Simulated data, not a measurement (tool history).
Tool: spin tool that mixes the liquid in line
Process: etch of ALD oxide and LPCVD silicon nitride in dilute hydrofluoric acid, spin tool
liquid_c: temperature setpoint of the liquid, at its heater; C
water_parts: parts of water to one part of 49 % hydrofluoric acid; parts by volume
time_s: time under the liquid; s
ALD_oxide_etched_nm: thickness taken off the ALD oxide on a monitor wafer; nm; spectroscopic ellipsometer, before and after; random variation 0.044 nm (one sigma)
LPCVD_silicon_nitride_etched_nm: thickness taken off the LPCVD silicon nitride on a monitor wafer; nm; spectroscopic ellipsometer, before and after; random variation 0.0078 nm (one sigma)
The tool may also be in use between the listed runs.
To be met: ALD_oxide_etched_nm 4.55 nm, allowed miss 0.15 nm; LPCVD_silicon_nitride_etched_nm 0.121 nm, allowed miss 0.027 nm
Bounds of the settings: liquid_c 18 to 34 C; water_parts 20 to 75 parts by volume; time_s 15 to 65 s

run	hour	liquid_c	water_parts	time_s	ALD_oxide_etched_nm	LPCVD_silicon_nitride_etched_nm
1	0	26	45	35	12.421	0.39425
2	6.6	25	50	35	10.624	0.31385
3	9.3	21.5	50	35	9.2917	0.24825
4	15.6	21	55	35	8.0737	0.22137
5	21.4	20.5	60	35	7.2434	0.18651
6	24.2	20.5	60	20	4.0847	0.11499
7	26.4	21	60	20	4.239	0.1023
8	33.9	21.5	60	20	4.3129	0.13236

Which of these 5 next moves meets every target?
A	41.4	32	60	15	?	?
B	41.4	19	60	25	?	?
C	41.4	30	65	15	?	?
D	41.4	21.5	70	25	?	?
E	41.4	30.5	75	20	?	?

move	ALD_oxide_etched_nm	LPCVD_silicon_nitride_etched_nm
A	4.8807	0.18104
B	4.8144	0.1273
C	4.1397	0.1472
D	4.5289	0.13012
E	4.8041	0.17564
A: takes the result that was furthest off past its target
B: takes the result that was furthest off past its target
C: further off than the last run
D: meets every target
E: takes the result that was furthest off past its target
The right move is D.
